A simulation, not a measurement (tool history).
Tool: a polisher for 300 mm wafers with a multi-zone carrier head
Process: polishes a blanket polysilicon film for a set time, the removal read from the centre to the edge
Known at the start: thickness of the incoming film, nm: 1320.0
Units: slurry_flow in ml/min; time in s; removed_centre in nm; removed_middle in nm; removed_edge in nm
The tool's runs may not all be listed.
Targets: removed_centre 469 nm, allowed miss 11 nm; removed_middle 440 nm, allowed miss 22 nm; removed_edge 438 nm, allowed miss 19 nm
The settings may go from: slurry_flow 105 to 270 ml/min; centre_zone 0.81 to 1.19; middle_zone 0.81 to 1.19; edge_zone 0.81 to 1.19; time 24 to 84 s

run	hour	slurry_flow	centre_zone	middle_zone	edge_zone	time	removed_centre	removed_middle	removed_edge
1	0	175	1	1	1	54	372.96	370.94	384.45
2	4.6	175	1	1.07	1	54	375.44	397.46	382.41
3	13.2	175	1	1.14	1	54	373.21	422.37	376.25
4	16	155	1	1.14	1	54	359.41	402.29	374.15
5	21.3	120	1	1.14	1	54	327.28	368.17	356.47
6	26	120	1	1.14	1	65	389.71	447.99	423.32
7	29	120	1	1.14	1	65	395.34	437.98	419.71
8	35.4	135	1.02	1.11	1	65	420.3	456.36	432.58
9	43.2	145	1.03	1.08	0.99	65	437.87	452.3	434.37
# hour 50.8: slurry nozzle cleaned
10	50.8	150	1.04	1.06	0.99	65	485.79	491.2	470.7
11	52.5	145	1.04	1.04	0.97	64	477.61	478.02	458.62
12	61.1	150	1.05	1.03	0.98	63	475.27	464.96	451.1

Which of these 4 next moves meets every target?
A	69.7	175	1.16	1.08	0.95	55	?	?	?
B	69.7	135	1.12	1.07	1.04	60	?	?	?
C	69.7	145	1.05	0.94	1.01	65	?	?	?
D	69.7	150	1.03	1.11	0.93	65	?	?	?

move	removed_centre	removed_middle	removed_edge
A	472.97	420.58	401.02
B	468.13	431	439.41
C	483.94	425.79	475.72
D	479.26	493.94	458.81
A: brings the result that was furthest off to its target, and leaves another outside
B: meets every target
C: brings the result that was furthest off to its target, and leaves another outside
D: further off than the last run
The right move is B.
